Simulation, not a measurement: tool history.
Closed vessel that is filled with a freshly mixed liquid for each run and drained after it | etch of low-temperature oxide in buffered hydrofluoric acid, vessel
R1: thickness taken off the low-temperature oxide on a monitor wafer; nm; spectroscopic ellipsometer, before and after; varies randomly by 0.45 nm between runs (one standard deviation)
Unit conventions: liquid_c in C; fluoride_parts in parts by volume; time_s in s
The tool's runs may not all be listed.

Run 1, hour 0: liquid_c 21 C, fluoride_parts 23.5 parts by volume, time_s 100 s. Result: R1 115.4 nm.
Run 2, hour 6.4: liquid_c 21 C, fluoride_parts 29.5 parts by volume, time_s 100 s. Result: R1 98.461 nm.
Run 3, hour 13.9: liquid_c 21 C, fluoride_parts 29.5 parts by volume, time_s 110 s. Result: R1 108.31 nm.
Run 4, hour 19.7: liquid_c 18 C, fluoride_parts 29.5 parts by volume, time_s 110 s. Result: R1 91.135 nm.
Run 5, hour 22.2: liquid_c 20 C, fluoride_parts 29.5 parts by volume, time_s 110 s. Result: R1 103 nm.
Run 6, hour 25.7: liquid_c 20 C, fluoride_parts 24.5 parts by volume, time_s 110 s. Result: R1 116.17 nm.

Run 7, settings as shown, results not yet in. Your forecast:
At hour 27: hydrofluoric acid flow meter replaced.
Run 7, hour 27: liquid_c 20.5 C, fluoride_parts 24.5 parts by volume, time_s 110 s. Result: R1 ?.

R1: 115.21 nm
